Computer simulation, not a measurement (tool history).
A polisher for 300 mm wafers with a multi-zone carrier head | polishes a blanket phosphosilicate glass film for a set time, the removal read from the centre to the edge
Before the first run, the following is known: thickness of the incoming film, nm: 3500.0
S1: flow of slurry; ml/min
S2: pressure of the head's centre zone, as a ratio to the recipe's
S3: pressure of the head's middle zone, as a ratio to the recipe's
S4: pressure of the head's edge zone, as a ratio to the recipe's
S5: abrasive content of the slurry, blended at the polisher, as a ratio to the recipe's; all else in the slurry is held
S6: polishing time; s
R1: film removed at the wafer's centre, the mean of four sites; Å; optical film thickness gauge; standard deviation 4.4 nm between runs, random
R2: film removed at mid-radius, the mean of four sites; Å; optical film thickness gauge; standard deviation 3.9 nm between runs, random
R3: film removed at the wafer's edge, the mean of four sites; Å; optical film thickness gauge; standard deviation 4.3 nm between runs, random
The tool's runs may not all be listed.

run    day   S1    S2    S3    S4    S5  S6      R1      R2      R3
  1      0  265     1     1     1     1  57  5871.8  5569.3    5532
  2  0.146  265     1     1  1.06     1  57  5781.8  5544.5  5761.9
  3  0.283  265  1.06     1  1.06     1  57  6259.5  5567.7  5867.1
  4  0.529  265  1.06     1  1.09     1  57  6237.1  5455.3  5788.6
  5  0.812  325  1.06     1  1.09     1  57  6348.1  5679.6  5981.9
  6  1.079  325  1.06  0.92  1.09     1  57  6331.8  5267.7  5971.7
  7  1.304  320  1.04  0.91  1.08  0.95  57  6078.8  5072.8  5795.6
      1.55  -- centre zone pressure recalibrated
  8   1.55  315  1.02   0.9  1.07   0.9  57  5582.6  5013.6  5575.8
  9  1.888  305  1.02  0.89  1.07  0.85  57  5447.3  4782.4  5358.6
 10  2.054  295  1.01  0.88  1.07  0.85  57  5463.7  4746.1  5486.6

Run 11, settings as shown, results not yet in. Your forecast:
 11  2.404  295   1  0.87  1.06  0.8  57   ?   ?   ?

{"run 11": {"R1": 5119.5, "R2": 4546.4, "R3": 5214.1}}

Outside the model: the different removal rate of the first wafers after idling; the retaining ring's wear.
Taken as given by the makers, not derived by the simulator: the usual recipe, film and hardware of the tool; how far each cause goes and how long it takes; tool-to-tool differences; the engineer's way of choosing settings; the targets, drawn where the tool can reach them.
